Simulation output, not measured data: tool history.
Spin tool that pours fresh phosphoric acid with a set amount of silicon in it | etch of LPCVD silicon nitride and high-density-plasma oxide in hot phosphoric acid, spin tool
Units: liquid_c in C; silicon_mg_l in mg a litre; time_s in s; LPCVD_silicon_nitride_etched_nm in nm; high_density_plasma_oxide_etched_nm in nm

run  hour  liquid_c  silicon_mg_l  time_s  LPCVD_silicon_nitride_etched_nm  high_density_plasma_oxide_etched_nm
  1     0       160            20     180                           16.636                              0.57769
  2   7.9     158.5            20     180                           15.875                              0.58469
  3   8.5     159.5            20     180                           16.343                              0.59026
  4  12.6     160.5            20     180                           16.806                              0.60705
  5  18.2       161          18.5     190                           18.045                              0.64312
  6  26.1     161.5          16.5     200                           19.533                              0.82278

Forecast run 7:
  7    35       162          16.5     205                                ?                                    ?

Run 7 gave LPCVD_silicon_nitride_etched_nm 20.061 nm, high_density_plasma_oxide_etched_nm 0.82804 nm.
